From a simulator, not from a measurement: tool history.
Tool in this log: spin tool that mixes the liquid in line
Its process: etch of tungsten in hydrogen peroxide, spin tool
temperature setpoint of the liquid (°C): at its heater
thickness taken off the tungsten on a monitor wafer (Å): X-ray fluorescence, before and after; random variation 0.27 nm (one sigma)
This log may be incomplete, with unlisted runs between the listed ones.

run  hour  temperature setpoint of the liquid (°C)  concentration of hydrogen peroxide in the mixed liquid (% by weight)  time under the liquid (s)  thickness taken off the tungsten on a monitor wafer (Å)
  1     0                                       47                                                                  19.5                         65                                                   430.63
  2   1.8                                       47                                                                  23.5                         65                                                   474.91
  3    10                                     43.5                                                                  23.5                         65                                                   375.81
  4  12.8                                       40                                                                  23.5                         65                                                   300.77
  5  15.7                                       40                                                                    20                         65                                                    279.2
  6  23.4                                       44                                                                    20                         65                                                   361.72
  7  32.4                                     46.5                                                                    20                         65                                                   423.54

What will run 8 give?
  8    38                                     54.5                                                                    20                         65                                                        ?

thickness taken off the tungsten on a monitor wafer (Å): 690.74
